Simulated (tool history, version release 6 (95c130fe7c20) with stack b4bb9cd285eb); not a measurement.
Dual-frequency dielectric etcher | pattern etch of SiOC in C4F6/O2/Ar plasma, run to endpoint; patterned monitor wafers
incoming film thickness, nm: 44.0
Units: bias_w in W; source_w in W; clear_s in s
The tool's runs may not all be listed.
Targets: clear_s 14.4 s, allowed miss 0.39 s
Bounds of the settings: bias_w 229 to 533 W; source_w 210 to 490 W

{"run": 1, "hour": 0.0, "bias_w": 381, "source_w": 350, "clear_s": 16.567}
{"run": 2, "hour": 8.3, "bias_w": 391, "source_w": 350, "clear_s": 16.609}
{"run": 3, "hour": 12.9, "bias_w": 391, "source_w": 290, "clear_s": 17.816}
{"run": 4, "hour": 21.4, "bias_w": 437, "source_w": 290, "clear_s": 16.906}
{"run": 5, "hour": 25.8, "bias_w": 437, "source_w": 240, "clear_s": 18.291}
{"run": 6, "hour": 33.3, "bias_w": 373, "source_w": 240, "clear_s": 19.513}
{"run": 7, "hour": 35.3, "bias_w": 387, "source_w": 250, "clear_s": 19.126}
{"run": 8, "hour": 43.9, "bias_w": 400, "source_w": 260, "clear_s": 18.303}
{"run": 9, "hour": 50.8, "bias_w": 400, "source_w": 260, "clear_s": 18.476}
{"run": 10, "hour": 56.3, "bias_w": 412, "source_w": 270, "clear_s": 17.895}
{"run": 11, "hour": 58.6, "bias_w": 423, "source_w": 280, "clear_s": 17.25}
{"run": 12, "hour": 60.9, "bias_w": 433, "source_w": 280, "clear_s": 17.098}
{"run": 13, "hour": 63.3, "bias_w": 433, "source_w": 280, "clear_s": 17.217}
{"run": 14, "hour": 69.5, "bias_w": 442, "source_w": 290, "clear_s": 16.878}

Which of these 4 next moves meets every target?
{"run": "A", "hour": 75.7, "bias_w": 517, "source_w": 350, "clear_s": "?"}
{"run": "B", "hour": 75.7, "bias_w": 533, "source_w": 280, "clear_s": "?"}
{"run": "C", "hour": 75.7, "bias_w": 503, "source_w": 300, "clear_s": "?"}
{"run": "D", "hour": 75.7, "bias_w": 357, "source_w": 210, "clear_s": "?"}

move=A clear_s=14.566
move=B clear_s=15.748
move=C clear_s=15.705
move=D clear_s=21.354
A: meets every target
B: nearer than the last run, and not there yet
C: nearer than the last run, and not there yet
D: further off than the last run
Move A is the one to make.
